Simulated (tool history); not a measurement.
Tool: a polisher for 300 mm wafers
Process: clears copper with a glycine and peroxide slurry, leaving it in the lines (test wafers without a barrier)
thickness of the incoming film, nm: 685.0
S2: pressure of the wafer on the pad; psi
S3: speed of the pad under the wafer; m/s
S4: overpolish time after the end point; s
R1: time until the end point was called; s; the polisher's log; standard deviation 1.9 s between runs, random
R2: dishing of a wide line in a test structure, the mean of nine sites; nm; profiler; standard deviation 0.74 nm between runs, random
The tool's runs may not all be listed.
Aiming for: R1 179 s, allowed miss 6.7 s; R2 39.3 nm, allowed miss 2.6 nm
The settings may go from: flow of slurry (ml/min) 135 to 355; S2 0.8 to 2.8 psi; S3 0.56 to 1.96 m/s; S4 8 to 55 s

Run 1, hour 0: flow of slurry (ml/min) 225, S2 1.8 psi, S3 1.26 m/s, S4 28 s. Result: R1 135.92 s, R2 41.197 nm.
Run 2, hour 1.4: flow of slurry (ml/min) 180, S2 1.8 psi, S3 1.26 m/s, S4 28 s. Result: R1 140.35 s, R2 41.577 nm.
Run 3, hour 2.1: flow of slurry (ml/min) 180, S2 1.8 psi, S3 1.52 m/s, S4 28 s. Result: R1 124.13 s, R2 41.894 nm.
Run 4, hour 5.6: flow of slurry (ml/min) 175, S2 1.6 psi, S3 1.5 m/s, S4 29 s. Result: R1 139.31 s, R2 39.698 nm.
Run 5, hour 14.6: flow of slurry (ml/min) 170, S2 1.5 psi, S3 1.48 m/s, S4 32 s. Result: R1 145.37 s, R2 41.356 nm.
Run 6, hour 16: flow of slurry (ml/min) 170, S2 1.8 psi, S3 1.48 m/s, S4 32 s. Result: R1 127.14 s, R2 43.657 nm.
Run 7, hour 21.2: flow of slurry (ml/min) 170, S2 1.6 psi, S3 1.46 m/s, S4 33 s. Result: R1 137.76 s, R2 42.93 nm.
Run 8, hour 23.6: flow of slurry (ml/min) 170, S2 1.4 psi, S3 1.44 m/s, S4 33 s. Result: R1 156.6 s, R2 41.086 nm.
Run 9, hour 25.3: flow of slurry (ml/min) 170, S2 1.3 psi, S3 1.44 m/s, S4 33 s. Result: R1 162.55 s, R2 41.597 nm.

5 candidate next runs follow, results not yet known. Just one meets every target within its allowed miss. Identify it.
Run A, hour 27: flow of slurry (ml/min) 140, S2 1.6 psi, S3 1 m/s, S4 24 s. Result: R1 ?, R2 ?.
Run B, hour 27: flow of slurry (ml/min) 170, S2 1.8 psi, S3 0.82 m/s, S4 53 s. Result: R1 ?, R2 ?.
Run C, hour 27: flow of slurry (ml/min) 135, S2 1.1 psi, S3 1.6 m/s, S4 25 s. Result: R1 ?, R2 ?.
Run D, hour 27: flow of slurry (ml/min) 205, S2 1.3 psi, S3 1.24 m/s, S4 34 s. Result: R1 ?, R2 ?.
Run E, hour 27: flow of slurry (ml/min) 200, S2 1.1 psi, S3 1.32 m/s, S4 35 s. Result: R1 ?, R2 ?.

move      R1      R2
   A  181.29  34.381
   B  180.99  46.481
   C  182.15  33.609
   D     179  39.453
   E  195.24  38.354
A: brings the last run's worst result on target, with another outside its allowed miss
B: brings the last run's worst result on target, with another outside its allowed miss
C: brings the last run's worst result on target, with another outside its allowed miss
D: hits every target within its allowed miss
E: takes the result that was furthest off past its target
The right move is D.

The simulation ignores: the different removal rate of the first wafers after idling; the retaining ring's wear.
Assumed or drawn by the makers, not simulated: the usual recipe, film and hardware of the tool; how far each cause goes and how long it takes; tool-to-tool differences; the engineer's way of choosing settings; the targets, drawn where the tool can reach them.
